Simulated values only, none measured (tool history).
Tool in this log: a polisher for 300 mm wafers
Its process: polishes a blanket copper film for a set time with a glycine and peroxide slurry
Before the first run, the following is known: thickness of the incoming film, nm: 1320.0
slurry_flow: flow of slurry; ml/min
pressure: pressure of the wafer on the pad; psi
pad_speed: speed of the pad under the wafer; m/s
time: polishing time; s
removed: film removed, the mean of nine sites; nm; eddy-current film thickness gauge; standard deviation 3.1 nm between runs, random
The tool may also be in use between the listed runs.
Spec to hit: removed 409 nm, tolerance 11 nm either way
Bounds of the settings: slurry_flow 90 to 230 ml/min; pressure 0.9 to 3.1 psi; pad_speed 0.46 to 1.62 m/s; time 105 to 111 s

run	hour	slurry_flow	pressure	pad_speed	time	removed
1	0	150	2	1.04	105	549.72
2	8.6	145	1.8	1.04	105	501.7
3	11	140	1.7	1.04	105	484.97
4	19.4	140	1.7	1.04	105	479.48
5	25.2	135	1.6	1.04	105	458.37
6	30.3	120	1.6	1.04	105	449.72
7	38.2	120	1.6	1.04	105	450.12
8	41.1	115	1.6	1.04	105	443.84

Of the 5 settings listed for the next run, only one would bring every result within its allowed miss of target. Which one?
A	44	90	1.5	0.96	109	?
B	44	120	1.8	0.9	105	?
C	44	95	1.5	0.88	107	?
D	44	90	1.7	0.94	108	?
E	44	110	1.5	1.08	109	?

move	removed
A	402.59
B	445.69
C	379.52
D	431.31
E	445.42
A: all results in spec
B: moves away from the targets compared with the last run
C: takes the biggest miss from the last run beyond its target
D: nearer than the last run, and not there yet
E: as far off as the last run
A meets every target.

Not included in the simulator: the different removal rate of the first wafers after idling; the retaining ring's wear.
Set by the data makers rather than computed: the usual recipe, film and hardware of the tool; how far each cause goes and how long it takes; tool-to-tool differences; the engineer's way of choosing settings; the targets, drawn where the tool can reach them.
